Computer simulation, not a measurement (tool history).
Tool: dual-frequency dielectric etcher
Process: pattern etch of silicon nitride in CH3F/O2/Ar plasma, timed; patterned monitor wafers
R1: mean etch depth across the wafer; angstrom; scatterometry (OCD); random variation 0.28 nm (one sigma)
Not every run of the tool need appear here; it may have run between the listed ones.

run 1 day=0.000 | source_power_(kW)=0.380 bias_power_(kW)=0.079 etch_time_(s)=63 | R1=469.16
run 2 day=0.300 | source_power_(kW)=0.390 bias_power_(kW)=0.080 etch_time_(s)=63 | R1=474.48
run 3 day=0.658 | source_power_(kW)=0.400 bias_power_(kW)=0.081 etch_time_(s)=63 | R1=484.28
run 4 day=0.925 | source_power_(kW)=0.410 bias_power_(kW)=0.082 etch_time_(s)=63 | R1=494.43
run 5 day=1.117 | source_power_(kW)=0.410 bias_power_(kW)=0.074 etch_time_(s)=63 | R1=478.07
run 6 day=1.267 | source_power_(kW)=0.420 bias_power_(kW)=0.075 etch_time_(s)=63 | R1=486.74
run 7 day=1.388 | source_power_(kW)=0.430 bias_power_(kW)=0.076 etch_time_(s)=63 | R1=498.11
run 8 day=1.562 | source_power_(kW)=0.440 bias_power_(kW)=0.076 etch_time_(s)=63 | R1=496.89

For run 9, what comes out?
run 9 day=1.633 | source_power_(kW)=0.450 bias_power_(kW)=0.077 etch_time_(s)=63 | R1=?

R1: 506.79 angstrom
